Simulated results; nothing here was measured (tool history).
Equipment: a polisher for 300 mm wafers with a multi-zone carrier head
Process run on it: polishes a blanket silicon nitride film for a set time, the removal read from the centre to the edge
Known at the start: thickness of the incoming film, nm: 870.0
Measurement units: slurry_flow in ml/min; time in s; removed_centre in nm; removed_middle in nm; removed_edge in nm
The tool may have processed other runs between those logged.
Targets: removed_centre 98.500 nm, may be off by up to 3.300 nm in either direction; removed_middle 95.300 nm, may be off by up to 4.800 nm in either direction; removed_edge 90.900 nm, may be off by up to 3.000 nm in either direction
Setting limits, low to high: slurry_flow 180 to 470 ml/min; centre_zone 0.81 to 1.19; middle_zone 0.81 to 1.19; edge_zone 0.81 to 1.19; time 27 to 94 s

run 1 hour=0.0 | slurry_flow=300 centre_zone=1.00 middle_zone=1.00 edge_zone=1.00 time=60 | removed_centre=76.439 removed_middle=71.690 removed_edge=76.979
run 2 hour=4.2 | slurry_flow=340 centre_zone=1.00 middle_zone=1.00 edge_zone=1.00 time=60 | removed_centre=78.242 removed_middle=74.900 removed_edge=76.793
run 3 hour=5.8 | slurry_flow=345 centre_zone=1.03 middle_zone=1.03 edge_zone=1.02 time=62 | removed_centre=83.829 removed_middle=79.418 removed_edge=79.133
run 4 hour=7.0 | slurry_flow=350 centre_zone=1.04 middle_zone=1.04 edge_zone=1.04 time=64 | removed_centre=86.559 removed_middle=85.781 removed_edge=84.754
run 5 hour=9.5 | slurry_flow=360 centre_zone=1.07 middle_zone=1.04 edge_zone=1.06 time=65 | removed_centre=91.573 removed_middle=85.306 removed_edge=84.458
run 6 hour=16.5 | slurry_flow=360 centre_zone=1.07 middle_zone=1.04 edge_zone=1.12 time=65 | removed_centre=90.973 removed_middle=84.511 removed_edge=89.762
run 7 hour=18.2 | slurry_flow=370 centre_zone=1.08 middle_zone=1.06 edge_zone=1.12 time=65 | removed_centre=91.857 removed_middle=84.501 removed_edge=86.572
run 8 hour=19.8 | slurry_flow=375 centre_zone=1.08 middle_zone=1.08 edge_zone=1.12 time=66 | removed_centre=94.620 removed_middle=92.241 removed_edge=91.683

Which of these 5 next moves meets every target?
run A hour=21.4 | slurry_flow=395 centre_zone=1.10 middle_zone=1.12 edge_zone=1.08 time=67 | removed_centre=? removed_middle=? removed_edge=?
run B hour=21.4 | slurry_flow=360 centre_zone=1.03 middle_zone=1.11 edge_zone=1.11 time=67 | removed_centre=? removed_middle=? removed_edge=?
run C hour=21.4 | slurry_flow=330 centre_zone=1.03 middle_zone=1.05 edge_zone=1.12 time=67 | removed_centre=? removed_middle=? removed_edge=?
run D hour=21.4 | slurry_flow=425 centre_zone=0.98 middle_zone=1.12 edge_zone=1.05 time=69 | removed_centre=? removed_middle=? removed_edge=?
run E hour=21.4 | slurry_flow=380 centre_zone=1.17 middle_zone=1.02 edge_zone=1.15 time=66 | removed_centre=? removed_middle=? removed_edge=?

move=A removed_centre=96.354 removed_middle=95.652 removed_edge=89.132
move=B removed_centre=89.422 removed_middle=94.228 removed_edge=89.856
move=C removed_centre=88.608 removed_middle=89.150 removed_edge=89.791
move=D removed_centre=88.862 removed_middle=99.115 removed_edge=90.898
move=E removed_centre=100.590 removed_middle=86.692 removed_edge=90.559
A: all results land within tolerance of their targets
B: the biggest miss grows against the last run
C: the biggest miss grows against the last run
D: the biggest miss grows against the last run
E: brings the last run's worst result on target, with another outside its allowed miss
The move that meets every target is A.
